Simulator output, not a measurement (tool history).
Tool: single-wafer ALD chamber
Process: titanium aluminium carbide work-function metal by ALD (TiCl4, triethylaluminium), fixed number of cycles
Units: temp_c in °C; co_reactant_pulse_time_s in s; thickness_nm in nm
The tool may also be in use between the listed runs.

run	hour	temp_c	co_reactant_pulse_time_s	thickness_nm
1	0	310	9.98	2.1194
2	6.9	310	8.33	2.0198
3	14.1	310	5.93	1.6636
4	16.8	301	5.93	1.6122
5	19.3	309	7.02	1.8737
6	25.6	309	8.46	2.0204
7	26.8	314	8.59	2.0792

Forecast run 8:
8	32.1	318	8.67	?

thickness_nm: 2.1168 nm
